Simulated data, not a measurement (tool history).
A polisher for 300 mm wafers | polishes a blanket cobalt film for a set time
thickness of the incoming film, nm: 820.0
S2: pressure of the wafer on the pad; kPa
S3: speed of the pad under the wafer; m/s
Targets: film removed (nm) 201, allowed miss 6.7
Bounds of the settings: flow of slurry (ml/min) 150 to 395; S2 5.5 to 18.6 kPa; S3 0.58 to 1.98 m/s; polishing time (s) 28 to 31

run 1 hour=0 | flow_of_slurry_(ml/min)=250 S2=11.7 S3=1.28 polishing_time_(s)=31 | film_removed_(nm)=165.83
run 2 hour=0.7 | flow_of_slurry_(ml/min)=250 S2=9 S3=1.28 polishing_time_(s)=31 | film_removed_(nm)=136.54
run 3 hour=2.6 | flow_of_slurry_(ml/min)=250 S2=9 S3=1.28 polishing_time_(s)=28 | film_removed_(nm)=121.29
run 4 hour=10 | flow_of_slurry_(ml/min)=250 S2=10.3 S3=1.28 polishing_time_(s)=28 | film_removed_(nm)=135.84
run 5 hour=17 | flow_of_slurry_(ml/min)=250 S2=10.3 S3=1.28 polishing_time_(s)=28 | film_removed_(nm)=136.98
run 6 hour=21 | flow_of_slurry_(ml/min)=250 S2=10.3 S3=1.28 polishing_time_(s)=31 | film_removed_(nm)=150.31
run 7 hour=22.9 | flow_of_slurry_(ml/min)=250 S2=10.3 S3=1.28 polishing_time_(s)=31 | film_removed_(nm)=152.73
run 8 hour=25.1 | flow_of_slurry_(ml/min)=250 S2=11 S3=1.28 polishing_time_(s)=31 | film_removed_(nm)=158.61
run 9 hour=27 | flow_of_slurry_(ml/min)=250 S2=11.7 S3=1.28 polishing_time_(s)=31 | film_removed_(nm)=167.3
run 10 hour=30.3 | flow_of_slurry_(ml/min)=250 S2=12.4 S3=1.28 polishing_time_(s)=31 | film_removed_(nm)=171.31
run 11 hour=37.8 | flow_of_slurry_(ml/min)=250 S2=13.1 S3=1.28 polishing_time_(s)=31 | film_removed_(nm)=180.64
run 12 hour=44 | flow_of_slurry_(ml/min)=250 S2=13.8 S3=1.28 polishing_time_(s)=31 | film_removed_(nm)=185.43

5 next moves are on the table. One of them brings every result within its allowed miss. Which?
run A hour=50.2 | flow_of_slurry_(ml/min)=245 S2=14.5 S3=1.18 polishing_time_(s)=30 | film_removed_(nm)=?
run B hour=50.2 | flow_of_slurry_(ml/min)=205 S2=15.2 S3=1.28 polishing_time_(s)=31 | film_removed_(nm)=?
run C hour=50.2 | flow_of_slurry_(ml/min)=270 S2=14.5 S3=1.44 polishing_time_(s)=31 | film_removed_(nm)=?
run D hour=50.2 | flow_of_slurry_(ml/min)=250 S2=13.8 S3=1.18 polishing_time_(s)=29 | film_removed_(nm)=?
run E hour=50.2 | flow_of_slurry_(ml/min)=215 S2=15.9 S3=1.04 polishing_time_(s)=30 | film_removed_(nm)=?

move=A film_removed_(nm)=180.09
move=B film_removed_(nm)=199.9
move=C film_removed_(nm)=217.27
move=D film_removed_(nm)=167.83
move=E film_removed_(nm)=174.74
A: further off than the last run
B: meets every target
C: takes the result that was furthest off past its target
D: further off than the last run
E: further off than the last run
Move B is the one to make.
